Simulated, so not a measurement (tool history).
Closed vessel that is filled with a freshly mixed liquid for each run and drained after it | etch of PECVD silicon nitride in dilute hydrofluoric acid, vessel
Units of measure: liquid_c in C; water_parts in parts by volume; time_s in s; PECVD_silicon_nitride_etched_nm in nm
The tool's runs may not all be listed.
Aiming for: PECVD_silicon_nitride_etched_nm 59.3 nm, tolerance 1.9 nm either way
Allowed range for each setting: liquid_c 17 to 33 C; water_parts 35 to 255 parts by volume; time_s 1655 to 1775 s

| run | hour | liquid_c | water_parts | time_s | PECVD_silicon_nitride_etched_nm |
|---|---|---|---|---|---|
| 1 | 0 | 25 | 145 | 1655 | 69.918 |
| 2 | 1.4 | 25 | 145 | 1655 | 68.962 |
| 3 | 2.8 | 24 | 145 | 1655 | 66.319 |
| 4 | 12 | 23.5 | 145 | 1655 | 62.687 |
| 5 | 17.6 | 23.5 | 145 | 1775 | 68.562 |
| 6 | 22.8 | 23.5 | 145 | 1775 | 68.356 |
| 7 | 31.4 | 23 | 145 | 1775 | 67.043 |
| 8 | 39.7 | 22.5 | 145 | 1775 | 63.529 |
| 9 | 47.7 | 22 | 145 | 1775 | 61.565 |

Exactly one of the 4 candidate moves below puts every result within its allowed miss. Which one?
| A | 55.7 | 20.5 | 135 | 1655 | ? |
| B | 55.7 | 21.5 | 130 | 1705 | ? |
| C | 55.7 | 22.5 | 150 | 1695 | ? |
| D | 55.7 | 23 | 175 | 1775 | ? |

| move | PECVD_silicon_nitride_etched_nm |
|---|---|
| A | 56.161 |
| B | 64.172 |
| C | 59.212 |
| D | 55.033 |
A: takes the biggest miss from the last run beyond its target
B: further off than the last run
C: every result within its allowed miss
D: takes the biggest miss from the last run beyond its target
So the answer is move C, the one that meets all the targets.

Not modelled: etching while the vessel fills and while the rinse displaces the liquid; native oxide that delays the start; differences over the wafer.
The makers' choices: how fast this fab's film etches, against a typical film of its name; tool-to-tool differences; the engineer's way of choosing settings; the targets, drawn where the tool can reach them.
